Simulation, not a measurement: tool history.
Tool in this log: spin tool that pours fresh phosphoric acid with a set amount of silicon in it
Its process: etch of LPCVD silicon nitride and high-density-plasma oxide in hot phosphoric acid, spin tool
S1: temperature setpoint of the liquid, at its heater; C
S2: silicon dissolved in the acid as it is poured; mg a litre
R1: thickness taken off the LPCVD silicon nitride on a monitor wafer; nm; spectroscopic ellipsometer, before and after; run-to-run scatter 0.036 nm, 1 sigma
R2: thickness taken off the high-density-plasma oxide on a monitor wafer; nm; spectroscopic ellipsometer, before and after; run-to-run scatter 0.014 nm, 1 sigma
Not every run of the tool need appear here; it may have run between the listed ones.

{"run": 1, "hour": 0.0, "S1": 162, "S2": 11, "time under the liquid (s)": 70, "R1": 6.7225, "R2": 0.2914}
{"run": 2, "hour": 7.4, "S1": 161.5, "S2": 14, "time under the liquid (s)": 70, "R1": 6.6791, "R2": 0.19998}
{"run": 3, "hour": 12.9, "S1": 161.5, "S2": 11.5, "time under the liquid (s)": 70, "R1": 6.6498, "R2": 0.19137}
{"run": 4, "hour": 19.6, "S1": 161, "S2": 11.5, "time under the liquid (s)": 65, "R1": 6.1146, "R2": 0.21552}
{"run": 5, "hour": 28.0, "S1": 161, "S2": 5.5, "time under the liquid (s)": 65, "R1": 6.0436, "R2": 0.26413}
{"run": 6, "hour": 32.2, "S1": 160.5, "S2": 7.5, "time under the liquid (s)": 65, "R1": 5.9256, "R2": 0.21673}
{"run": 7, "hour": 38.0, "S1": 160.5, "S2": 9, "time under the liquid (s)": 65, "R1": 5.9363, "R2": 0.25268}
{"run": 8, "hour": 42.3, "S1": 160.5, "S2": 9, "time under the liquid (s)": 65, "R1": 6.0092, "R2": 0.19324}
{"run": 9, "hour": 50.0, "S1": 160.5, "S2": 9.5, "time under the liquid (s)": 65, "R1": 6.0323, "R2": 0.22024}
{"run": 10, "hour": 56.0, "S1": 160.5, "S2": 11, "time under the liquid (s)": 65, "R1": 6.0355, "R2": 0.23912}

Run 11 has not been measured yet. What should we expect?
{"run": 11, "hour": 60.8, "S1": 158, "S2": 4, "time under the liquid (s)": 70, "R1": "?", "R2": "?"}

R1: 5.8939 nm
R2: 0.21553 nm
